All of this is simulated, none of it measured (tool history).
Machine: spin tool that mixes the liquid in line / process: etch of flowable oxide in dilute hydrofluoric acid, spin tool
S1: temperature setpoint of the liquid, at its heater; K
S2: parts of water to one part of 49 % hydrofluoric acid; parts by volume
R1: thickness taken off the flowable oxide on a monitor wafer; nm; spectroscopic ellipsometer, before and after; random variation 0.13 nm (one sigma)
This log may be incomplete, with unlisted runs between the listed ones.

run 1 hour=0.0 | S1=298.15 S2=95 time_under_the_liquid_(s)=260 | R1=64.437
run 2 hour=4.9 | S1=296.65 S2=100 time_under_the_liquid_(s)=260 | R1=57.176
run 3 hour=8.2 | S1=296.65 S2=80 time_under_the_liquid_(s)=260 | R1=73.942
run 4 hour=15.2 | S1=295.15 S2=90 time_under_the_liquid_(s)=260 | R1=61.267
run 5 hour=17.4 | S1=294.15 S2=95 time_under_the_liquid_(s)=260 | R1=55.228
run 6 hour=25.2 | S1=295.65 S2=95 time_under_the_liquid_(s)=260 | R1=58.182
run 7 hour=33.5 | S1=294.65 S2=100 time_under_the_liquid_(s)=260 | R1=52.745
run 8 hour=41.6 | S1=293.65 S2=105 time_under_the_liquid_(s)=260 | R1=48.508
run 9 hour=45.8 | S1=290.15 S2=125 time_under_the_liquid_(s)=260 | R1=34.479
run 10 hour=49.9 | S1=290.15 S2=125 time_under_the_liquid_(s)=260 | R1=34.540

Run 11 is up next; what results do you expect?
-- hour=51.6 thermometer replaced
run 11 hour=51.6 | S1=290.65 S2=125 time_under_the_liquid_(s)=260 | R1=?

Run 11 came out at R1 32.037 nm.
